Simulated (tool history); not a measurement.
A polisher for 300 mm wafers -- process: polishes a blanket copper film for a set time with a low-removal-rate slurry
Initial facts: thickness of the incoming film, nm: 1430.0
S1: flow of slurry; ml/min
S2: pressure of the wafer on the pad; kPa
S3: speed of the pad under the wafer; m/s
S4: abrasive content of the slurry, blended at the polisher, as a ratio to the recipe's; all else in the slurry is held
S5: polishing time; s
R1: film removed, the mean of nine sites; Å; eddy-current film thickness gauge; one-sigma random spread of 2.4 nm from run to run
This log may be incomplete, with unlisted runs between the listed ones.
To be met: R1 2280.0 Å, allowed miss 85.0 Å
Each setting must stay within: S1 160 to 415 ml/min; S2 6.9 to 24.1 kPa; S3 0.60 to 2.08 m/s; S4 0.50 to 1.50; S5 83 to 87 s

{"run": 1, "hour": 0.0, "S1": 265, "S2": 15.2, "S3": 1.34, "S4": 1.0, "S5": 83, "R1": 2606.2}
{"run": 2, "hour": 4.1, "S1": 265, "S2": 17.9, "S3": 1.34, "S4": 1.0, "S5": 83, "R1": 3128.7}
{"run": 3, "hour": 6.4, "S1": 265, "S2": 17.9, "S3": 1.5, "S4": 1.0, "S5": 83, "R1": 3438.3}
{"run": 4, "hour": 8.5, "S1": 265, "S2": 17.9, "S3": 1.5, "S4": 1.0, "S5": 83, "R1": 3437.2}
{"run": 5, "hour": 11.0, "S1": 265, "S2": 16.5, "S3": 1.5, "S4": 1.0, "S5": 83, "R1": 3209.8}
{"run": 6, "hour": 12.9, "S1": 265, "S2": 14.5, "S3": 1.5, "S4": 1.0, "S5": 83, "R1": 2829.5}
{"run": 7, "hour": 15.5, "S1": 265, "S2": 13.8, "S3": 1.5, "S4": 1.0, "S5": 83, "R1": 2689.1}
{"run": 8, "hour": 16.8, "S1": 265, "S2": 13.1, "S3": 1.5, "S4": 1.0, "S5": 83, "R1": 2510.9}
{"run": 9, "hour": 25.0, "S1": 265, "S2": 12.4, "S3": 1.5, "S4": 1.0, "S5": 83, "R1": 2403.4}

5 next moves are on the table. One of them brings every result within its allowed miss. Which?
{"run": "A", "hour": 33.2, "S1": 160, "S2": 11.7, "S3": 1.66, "S4": 1.15, "S5": 86, "R1": "?"}
{"run": "B", "hour": 33.2, "S1": 290, "S2": 13.1, "S3": 1.48, "S4": 0.8, "S5": 85, "R1": "?"}
{"run": "C", "hour": 33.2, "S1": 380, "S2": 12.4, "S3": 1.26, "S4": 1.1, "S5": 83, "R1": "?"}
{"run": "D", "hour": 33.2, "S1": 280, "S2": 12.4, "S3": 1.44, "S4": 0.95, "S5": 83, "R1": "?"}
{"run": "E", "hour": 33.2, "S1": 260, "S2": 13.1, "S3": 1.52, "S4": 0.9, "S5": 83, "R1": "?"}

move=A R1=2409.5
move=B R1=2477.4
move=C R1=2122.1
move=D R1=2282.1
move=E R1=2486.9
A: roughly where the last run was
B: misses by more than the last run did
C: moves the result that the last run missed by most past its target, out the other side
D: every result within its allowed miss
E: misses by more than the last run did
D is the move that brings every result within its allowed miss.
